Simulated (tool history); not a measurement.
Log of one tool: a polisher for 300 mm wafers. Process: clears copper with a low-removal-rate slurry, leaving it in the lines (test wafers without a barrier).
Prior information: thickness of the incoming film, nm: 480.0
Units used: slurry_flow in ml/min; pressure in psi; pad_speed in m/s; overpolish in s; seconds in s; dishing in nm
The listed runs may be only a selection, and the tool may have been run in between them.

run,day,slurry_flow,pressure,pad_speed,slurry_solids,overpolish,seconds,dishing
1,0,185,3.8,1.14,1,28,98.849,72.573
2,0.067,185,3.8,0.96,1,28,116.52,63.83
3,0.371,185,4.3,0.96,1,28,102.15,69.058
4,0.604,185,3.8,0.96,1,28,120.58,62.79
5,0.696,170,3.8,0.96,1,28,120.54,61.023
6,0.729,165,3.8,0.96,1,28,118.04,64.336
7,0.858,165,3.7,0.96,1,27,121.88,59.964

What will run 8 give?
8,1.025,165,3.6,0.96,1,27,?,?

Run 8 came out at seconds 126.3 s, dishing 59.89 nm.
